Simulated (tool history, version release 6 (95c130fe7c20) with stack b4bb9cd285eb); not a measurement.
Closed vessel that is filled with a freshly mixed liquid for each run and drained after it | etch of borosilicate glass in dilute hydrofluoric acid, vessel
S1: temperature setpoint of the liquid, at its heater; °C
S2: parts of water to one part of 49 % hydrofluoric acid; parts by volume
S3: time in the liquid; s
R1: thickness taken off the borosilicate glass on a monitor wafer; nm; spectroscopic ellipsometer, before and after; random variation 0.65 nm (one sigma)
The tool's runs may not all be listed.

run 1 hour=0 | S1=23 S2=180 S3=560 | R1=79.988
run 2 hour=3.3 | S1=24.5 S2=175 S3=560 | R1=87.595
run 3 hour=6.9 | S1=25.5 S2=170 S3=560 | R1=94.382
run 4 hour=8.3 | S1=26.5 S2=170 S3=560 | R1=98.514
run 5 hour=13.3 | S1=27.5 S2=170 S3=560 | R1=100.96
run 6 hour=15.5 | S1=24.5 S2=170 S3=560 | R1=90.653
run 7 hour=19.3 | S1=25.5 S2=170 S3=560 | R1=93.815
run 8 hour=27 | S1=26.5 S2=170 S3=560 | R1=97.676
run 9 hour=29.5 | S1=27.5 S2=170 S3=560 | R1=101.25
run 10 hour=31.5 | S1=28 S2=170 S3=560 | R1=103
run 11 hour=37.8 | S1=28.5 S2=170 S3=560 | R1=104.9
run 12 hour=42 | S1=29 S2=170 S3=560 | R1=106.52
run 13 hour=47.4 | S1=29.5 S2=170 S3=560 | R1=109.2
run 14 hour=50.2 | S1=30 S2=170 S3=560 | R1=109.68

The next listed run, before its measurement:
run 15 hour=55.8 | S1=30.5 S2=165 S3=560 | R1=?

R1: 117.15 nm
